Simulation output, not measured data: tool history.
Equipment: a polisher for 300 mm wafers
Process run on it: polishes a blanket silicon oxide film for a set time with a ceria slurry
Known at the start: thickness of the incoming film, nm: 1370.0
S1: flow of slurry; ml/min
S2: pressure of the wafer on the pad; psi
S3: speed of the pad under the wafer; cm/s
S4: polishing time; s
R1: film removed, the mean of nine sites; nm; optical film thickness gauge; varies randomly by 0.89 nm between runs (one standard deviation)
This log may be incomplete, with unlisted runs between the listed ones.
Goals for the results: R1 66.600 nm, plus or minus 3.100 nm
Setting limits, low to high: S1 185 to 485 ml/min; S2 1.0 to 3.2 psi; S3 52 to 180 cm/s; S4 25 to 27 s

run	hour	S1	S2	S3	S4	R1
1	0.0	310	2.1	116	27	95.501
2	6.1	375	2.1	116	27	96.886
3	9.0	375	1.8	116	27	85.091
4	16.0	375	1.7	116	27	82.178
5	19.9	375	1.6	116	27	75.633
6	20.7	375	1.9	116	27	88.798
7	24.1	375	1.7	116	27	81.191
8	31.9	375	1.7	116	27	79.321
9	38.4	375	1.6	116	27	75.663
10	44.8	375	1.3	114	27	60.942
11	45.6	380	1.3	114	27	61.697
12	48.7	385	1.3	114	27	61.176

Exactly one of the 5 candidate moves below puts every result within its allowed miss. Which one?
A	51.8	450	1.4	124	27	?
B	51.8	470	1.4	120	26	?
C	51.8	355	1.6	130	25	?
D	51.8	365	1.4	130	27	?
E	51.8	285	1.2	122	26	?

move	R1
A	71.859
B	67.201
C	77.913
D	74.192
E	56.815
A: pushes the last run's worst result past its target
B: meets every target
C: pushes the last run's worst result past its target
D: pushes the last run's worst result past its target
E: its largest miss is bigger than the last run's
Answer: B
